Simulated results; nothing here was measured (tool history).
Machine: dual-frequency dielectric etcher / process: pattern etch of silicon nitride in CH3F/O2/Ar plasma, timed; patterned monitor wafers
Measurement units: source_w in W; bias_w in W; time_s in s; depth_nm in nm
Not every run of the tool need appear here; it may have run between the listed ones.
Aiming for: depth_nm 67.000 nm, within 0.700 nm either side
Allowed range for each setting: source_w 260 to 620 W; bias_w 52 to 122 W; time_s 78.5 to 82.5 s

run 1 hour=0.0 | source_w=440 bias_w=87 time_s=78.5 | depth_nm=58.348
run 2 hour=1.8 | source_w=440 bias_w=98 time_s=78.5 | depth_nm=59.855
run 3 hour=10.4 | source_w=450 bias_w=98 time_s=78.5 | depth_nm=60.278
run 4 hour=12.1 | source_w=450 bias_w=98 time_s=82.5 | depth_nm=63.546
run 5 hour=16.0 | source_w=460 bias_w=98 time_s=82.5 | depth_nm=64.028
run 6 hour=22.4 | source_w=470 bias_w=98 time_s=82.5 | depth_nm=64.249
run 7 hour=27.9 | source_w=480 bias_w=98 time_s=82.5 | depth_nm=64.398
run 8 hour=34.0 | source_w=480 bias_w=98 time_s=82.5 | depth_nm=64.692
run 9 hour=34.9 | source_w=490 bias_w=98 time_s=82.5 | depth_nm=64.833
run 10 hour=43.9 | source_w=500 bias_w=98 time_s=82.5 | depth_nm=64.976
run 11 hour=47.4 | source_w=510 bias_w=98 time_s=82.5 | depth_nm=65.693

Below are 4 possible settings for the next run. Only one of them brings all results inside the allowed miss of their targets. Which is it?
run A hour=50.9 | source_w=530 bias_w=105 time_s=82.0 | depth_nm=?
run B hour=50.9 | source_w=510 bias_w=102 time_s=82.0 | depth_nm=?
run C hour=50.9 | source_w=530 bias_w=101 time_s=80.5 | depth_nm=?
run D hour=50.9 | source_w=520 bias_w=96 time_s=82.5 | depth_nm=?

move=A depth_nm=67.071
move=B depth_nm=65.911
move=C depth_nm=65.351
move=D depth_nm=65.947
A: in spec on every target
B: nearer than the last run, and not there yet
C: the biggest miss grows against the last run
D: nearer than the last run, and not there yet
A is the move that brings every result within its allowed miss.

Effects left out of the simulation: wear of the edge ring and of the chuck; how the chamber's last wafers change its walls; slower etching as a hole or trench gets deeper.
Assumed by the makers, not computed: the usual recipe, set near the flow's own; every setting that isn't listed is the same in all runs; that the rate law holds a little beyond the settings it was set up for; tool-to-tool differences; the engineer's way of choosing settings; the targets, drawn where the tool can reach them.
